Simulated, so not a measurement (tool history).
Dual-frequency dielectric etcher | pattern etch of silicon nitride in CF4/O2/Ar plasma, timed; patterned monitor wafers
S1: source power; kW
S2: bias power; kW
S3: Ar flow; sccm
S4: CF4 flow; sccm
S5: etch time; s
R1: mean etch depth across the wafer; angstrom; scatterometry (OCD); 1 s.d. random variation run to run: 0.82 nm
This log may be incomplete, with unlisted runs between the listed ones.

run,day,S1,S2,S3,S4,S5,R1
1,0,0.43,0.062,79,138,66.5,1149
2,0.096,0.43,0.067,79,138,66.5,1168.8
3,0.454,0.43,0.067,79,138,66.5,1171.2
4,0.642,0.43,0.078,79,138,66.5,1229.9
5,0.808,0.45,0.078,79,138,66.5,1258.1
6,0.838,0.45,0.078,79,138,60.5,1157.2
7,1.188,0.54,0.08,79,138,60.5,1300.2

Run 8 has not been measured yet. What should we expect?
8,1.267,0.55,0.081,78,139,61,?

Logged for run 8: R1 1322 angstrom.

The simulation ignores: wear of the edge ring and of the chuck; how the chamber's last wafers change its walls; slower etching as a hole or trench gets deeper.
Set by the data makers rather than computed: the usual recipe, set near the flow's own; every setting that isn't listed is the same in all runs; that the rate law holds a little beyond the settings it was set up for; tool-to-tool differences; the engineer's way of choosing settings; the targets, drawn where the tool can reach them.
